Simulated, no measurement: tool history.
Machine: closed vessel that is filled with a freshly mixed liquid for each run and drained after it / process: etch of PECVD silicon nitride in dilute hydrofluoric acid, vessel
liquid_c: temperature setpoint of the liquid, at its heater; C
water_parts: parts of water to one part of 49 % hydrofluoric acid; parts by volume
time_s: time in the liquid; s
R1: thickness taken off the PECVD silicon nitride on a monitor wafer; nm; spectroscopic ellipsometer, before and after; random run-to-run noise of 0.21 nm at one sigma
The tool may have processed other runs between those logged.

Run 1, day 0: liquid_c 24 C, water_parts 115 parts by volume, time_s 1955 s. Result: R1 33.276 nm.
Run 2, day 0.321: liquid_c 22 C, water_parts 115 parts by volume, time_s 1955 s. Result: R1 29.009 nm.
Run 3, day 0.529: liquid_c 22 C, water_parts 85 parts by volume, time_s 1955 s. Result: R1 39.104 nm.
Run 4, day 0.662: liquid_c 22 C, water_parts 65 parts by volume, time_s 1955 s. Result: R1 50.242 nm.
Run 5, day 0.825: liquid_c 22 C, water_parts 65 parts by volume, time_s 2090 s. Result: R1 54.429 nm.
Run 6, day 1.079: liquid_c 20.5 C, water_parts 80 parts by volume, time_s 2085 s. Result: R1 39.797 nm.
Run 7, day 1.475: liquid_c 19.5 C, water_parts 90 parts by volume, time_s 2085 s. Result: R1 32.896 nm.
Run 8, day 1.75: liquid_c 19.5 C, water_parts 90 parts by volume, time_s 2085 s. Result: R1 32.474 nm.
Run 9, day 1.838: liquid_c 19 C, water_parts 95 parts by volume, time_s 2085 s. Result: R1 29.903 nm.

Estimate the outcome of run 10 from the log above:
Run 10, day 2.025: liquid_c 18.5 C, water_parts 100 parts by volume, time_s 2085 s. Result: R1 ?.

{"run 10": {"R1": 27.62}}
